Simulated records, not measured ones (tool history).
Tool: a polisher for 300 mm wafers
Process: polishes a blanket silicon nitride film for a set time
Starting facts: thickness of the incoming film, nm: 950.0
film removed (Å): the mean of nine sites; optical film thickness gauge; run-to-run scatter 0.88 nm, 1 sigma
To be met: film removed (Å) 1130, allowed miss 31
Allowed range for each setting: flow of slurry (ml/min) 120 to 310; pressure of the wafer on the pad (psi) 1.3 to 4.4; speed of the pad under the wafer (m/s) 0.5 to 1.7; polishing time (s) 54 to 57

run,day,flow of slurry (ml/min),pressure of the wafer on the pad (psi),speed of the pad under the wafer (m/s),polishing time (s),film removed (Å)
1,0,200,2.8,1.1,54,625.95
2,0.325,200,3.2,1.1,54,715.97
3,0.633,205,3.5,1.1,54,774.53
4,0.746,205,3.7,1.14,54,849.92
# day 0.812: head pressure recalibrated
5,0.812,205,3.4,1.14,54,839.84
6,0.879,225,3.5,1.14,54,872.37
7,1.038,225,4.3,1.16,54,1082.3
8,1.346,230,4.3,1.16,54,1084.5
9,1.488,235,4.3,1.16,54,1080.9
10,1.717,240,4.3,1.16,54,1096.1

5 candidate next runs follow, results not yet known. Just one meets every target within its allowed miss. Identify it.
A,1.946,200,3.7,1.26,57,?
B,1.946,180,4.4,1.1,54,?
C,1.946,230,4.4,1.04,55,?
D,1.946,220,4.1,1.14,56,?
E,1.946,205,4.4,1.12,57,?

move,film removed (Å)
A,1045.9
B,1048
C,1053.3
D,1065.9
E,1138.6
A: lands further from the targets than the last run did
B: lands further from the targets than the last run did
C: lands further from the targets than the last run did
D: lands further from the targets than the last run did
E: in spec on every target
The right move is E.
